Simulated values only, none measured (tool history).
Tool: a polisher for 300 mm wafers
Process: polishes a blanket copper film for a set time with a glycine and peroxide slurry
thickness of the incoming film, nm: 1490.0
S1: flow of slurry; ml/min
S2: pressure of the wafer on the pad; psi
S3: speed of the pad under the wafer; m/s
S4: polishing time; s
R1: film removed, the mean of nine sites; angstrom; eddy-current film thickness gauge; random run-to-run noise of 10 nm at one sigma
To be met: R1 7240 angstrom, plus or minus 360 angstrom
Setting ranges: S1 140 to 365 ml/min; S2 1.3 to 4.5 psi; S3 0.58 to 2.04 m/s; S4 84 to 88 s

Run 1, day 0: S1 235 ml/min, S2 2.9 psi, S3 1.3 m/s, S4 84 s. Result: R1 4771.5 angstrom.
Run 2, day 0.246: S1 235 ml/min, S2 2.9 psi, S3 1.3 m/s, S4 88 s. Result: R1 5014.9 angstrom.
Run 3, day 0.521: S1 235 ml/min, S2 3.1 psi, S3 1.3 m/s, S4 88 s. Result: R1 5226 angstrom.
Run 4, day 0.883: S1 235 ml/min, S2 3.3 psi, S3 1.32 m/s, S4 88 s. Result: R1 5602.4 angstrom.
Run 5, day 1.158: S1 235 ml/min, S2 3.4 psi, S3 1.32 m/s, S4 88 s. Result: R1 5714 angstrom.
Run 6, day 1.325: S1 235 ml/min, S2 3.5 psi, S3 1.32 m/s, S4 88 s. Result: R1 5767.7 angstrom.
Run 7, day 1.6: S1 235 ml/min, S2 3.6 psi, S3 1.34 m/s, S4 88 s. Result: R1 6236.2 angstrom.
Run 8, day 1.858: S1 235 ml/min, S2 3.7 psi, S3 1.34 m/s, S4 88 s. Result: R1 6198.5 angstrom.
Run 9, day 1.879: S1 235 ml/min, S2 3.8 psi, S3 1.34 m/s, S4 88 s. Result: R1 6238.5 angstrom.

Exercise: of the 4 proposed moves below, exactly one satisfies all targets within the stated allowed misses. Which move is it?
Run A, day 1.9: S1 240 ml/min, S2 3.5 psi, S3 1.64 m/s, S4 88 s. Result: R1 ?.
Run B, day 1.9: S1 215 ml/min, S2 3.9 psi, S3 1.44 m/s, S4 86 s. Result: R1 ?.
Run C, day 1.9: S1 230 ml/min, S2 4.5 psi, S3 1.48 m/s, S4 88 s. Result: R1 ?.
Run D, day 1.9: S1 220 ml/min, S2 3.7 psi, S3 1.02 m/s, S4 84 s. Result: R1 ?.

move      R1
   A  7008.5
   B  6544.5
   C  7713.4
   D  4547.9
A: in spec on every target
B: closes in on the targets versus the last run, not all within tolerance yet
C: the result that was furthest off in the last run now lies on the other side of its target
D: lands further from the targets than the last run did
Move A is the one to make.
